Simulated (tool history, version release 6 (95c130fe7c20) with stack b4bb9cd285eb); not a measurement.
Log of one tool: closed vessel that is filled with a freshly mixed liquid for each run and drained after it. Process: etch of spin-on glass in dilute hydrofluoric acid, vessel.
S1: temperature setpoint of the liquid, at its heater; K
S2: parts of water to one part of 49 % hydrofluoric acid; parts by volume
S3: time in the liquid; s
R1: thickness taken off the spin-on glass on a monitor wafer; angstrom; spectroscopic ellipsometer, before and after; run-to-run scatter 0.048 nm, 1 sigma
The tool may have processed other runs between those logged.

run,hour,S1,S2,S3,R1
1,0,296.15,145,90,136.69
2,7.6,296.15,170,90,112.84
3,10.9,295.65,170,90,110.76
4,19.1,295.65,170,90,110.86
5,27.9,297.65,170,90,119.96
6,34.9,296.65,170,90,114.6
7,43.1,296.15,170,90,112.88

What will run 8 give?
8,49.1,295.65,170,90,?

{"run 8": {"R1": 111.08}}
